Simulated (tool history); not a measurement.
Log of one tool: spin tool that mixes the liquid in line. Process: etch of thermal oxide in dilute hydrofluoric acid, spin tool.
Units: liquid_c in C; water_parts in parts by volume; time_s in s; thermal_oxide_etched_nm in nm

run 1 day=0.000 | liquid_c=24.0 water_parts=175 time_s=100 | thermal_oxide_etched_nm=2.4913
run 2 day=0.112 | liquid_c=25.5 water_parts=155 time_s=100 | thermal_oxide_etched_nm=3.0792
run 3 day=0.188 | liquid_c=25.5 water_parts=210 time_s=100 | thermal_oxide_etched_nm=2.1721
run 4 day=0.538 | liquid_c=27.0 water_parts=185 time_s=100 | thermal_oxide_etched_nm=2.6565
run 5 day=0.588 | liquid_c=28.0 water_parts=160 time_s=100 | thermal_oxide_etched_nm=3.2945
run 6 day=0.667 | liquid_c=29.0 water_parts=145 time_s=100 | thermal_oxide_etched_nm=3.7901
run 7 day=0.962 | liquid_c=29.5 water_parts=130 time_s=100 | thermal_oxide_etched_nm=4.4085
run 8 day=1.283 | liquid_c=30.0 water_parts=120 time_s=100 | thermal_oxide_etched_nm=4.9323
run 9 day=1.446 | liquid_c=30.5 water_parts=115 time_s=100 | thermal_oxide_etched_nm=5.3396
run 10 day=1.479 | liquid_c=31.0 water_parts=110 time_s=100 | thermal_oxide_etched_nm=5.6197

The next listed run, before its measurement:
run 11 day=1.846 | liquid_c=31.0 water_parts=110 time_s=100 | thermal_oxide_etched_nm=?

thermal_oxide_etched_nm: 5.6677 nm
